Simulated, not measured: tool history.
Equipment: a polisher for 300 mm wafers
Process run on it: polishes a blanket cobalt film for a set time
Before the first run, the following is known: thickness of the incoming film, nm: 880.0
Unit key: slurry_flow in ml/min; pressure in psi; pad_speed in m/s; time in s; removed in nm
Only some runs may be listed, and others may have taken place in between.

run 1 hour=0 | slurry_flow=145 pressure=1.6 pad_speed=1.14 time=79 | removed=359.23
run 2 hour=2.6 | slurry_flow=125 pressure=1.6 pad_speed=1.14 time=79 | removed=348.7
run 3 hour=10.1 | slurry_flow=130 pressure=1.6 pad_speed=1.14 time=79 | removed=342.87
run 4 hour=14.8 | slurry_flow=105 pressure=1.6 pad_speed=1.14 time=79 | removed=333.96
run 5 hour=20.7 | slurry_flow=105 pressure=1.6 pad_speed=1.14 time=79 | removed=342.35
run 6 hour=25.2 | slurry_flow=105 pressure=1.7 pad_speed=1.14 time=79 | removed=351.72

Predict the results of run 7:
run 7 hour=30.7 | slurry_flow=110 pressure=1.7 pad_speed=1.14 time=79 | removed=?

{"run 7": {"removed": 353.05}}

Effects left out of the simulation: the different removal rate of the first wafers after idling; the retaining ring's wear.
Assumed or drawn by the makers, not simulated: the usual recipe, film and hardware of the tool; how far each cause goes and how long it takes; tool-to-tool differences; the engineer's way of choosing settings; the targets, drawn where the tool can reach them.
